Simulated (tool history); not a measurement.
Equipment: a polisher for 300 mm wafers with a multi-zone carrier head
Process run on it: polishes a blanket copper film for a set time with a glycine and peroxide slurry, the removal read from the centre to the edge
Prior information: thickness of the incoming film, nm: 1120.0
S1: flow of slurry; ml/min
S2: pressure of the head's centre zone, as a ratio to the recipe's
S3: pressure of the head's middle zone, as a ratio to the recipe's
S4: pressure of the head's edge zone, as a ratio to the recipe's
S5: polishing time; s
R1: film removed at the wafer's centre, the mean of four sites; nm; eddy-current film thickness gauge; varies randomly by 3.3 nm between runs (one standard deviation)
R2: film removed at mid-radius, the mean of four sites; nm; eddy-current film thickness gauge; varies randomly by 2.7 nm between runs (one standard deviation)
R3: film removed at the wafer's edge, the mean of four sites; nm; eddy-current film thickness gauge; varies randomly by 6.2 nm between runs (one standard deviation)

Run 1, hour 0: S1 180 ml/min, S2 1, S3 1, S4 1, S5 76 s. Result: R1 376.72 nm, R2 392.18 nm, R3 402.65 nm.
Run 2, hour 8.7: S1 190 ml/min, S2 1, S3 1, S4 1.01, S5 76 s. Result: R1 378.62 nm, R2 389.9 nm, R3 405.75 nm.
Run 3, hour 9.2: S1 190 ml/min, S2 1, S3 1, S4 1.01, S5 64 s. Result: R1 320.9 nm, R2 327.24 nm, R3 349.93 nm.
Run 4, hour 17.6: S1 170 ml/min, S2 1, S3 1, S4 1.01, S5 64 s. Result: R1 318.06 nm, R2 325.85 nm, R3 336.3 nm.
Run 5, hour 24.1: S1 180 ml/min, S2 1.01, S3 1.02, S4 1.02, S5 65 s. Result: R1 326.77 nm, R2 342.09 nm, R3 347.12 nm.
Run 6, hour 26.4: S1 180 ml/min, S2 1.01, S3 1.02, S4 1.02, S5 81 s. Result: R1 403.36 nm, R2 420.84 nm, R3 418.28 nm.
Run 7, hour 27.6: S1 185 ml/min, S2 1.01, S3 1.02, S4 1.02, S5 81 s. Result: R1 410.82 nm, R2 418.79 nm, R3 423.31 nm.

Run 8 has not been measured yet. What should we expect?
Run 8, hour 36.5: S1 190 ml/min, S2 1, S3 1.02, S4 1.02, S5 81 s. Result: R1 ?, R2 ?, R3 ?.

Run 8 came out at R1 405.47 nm, R2 423.25 nm, R3 423.7 nm.
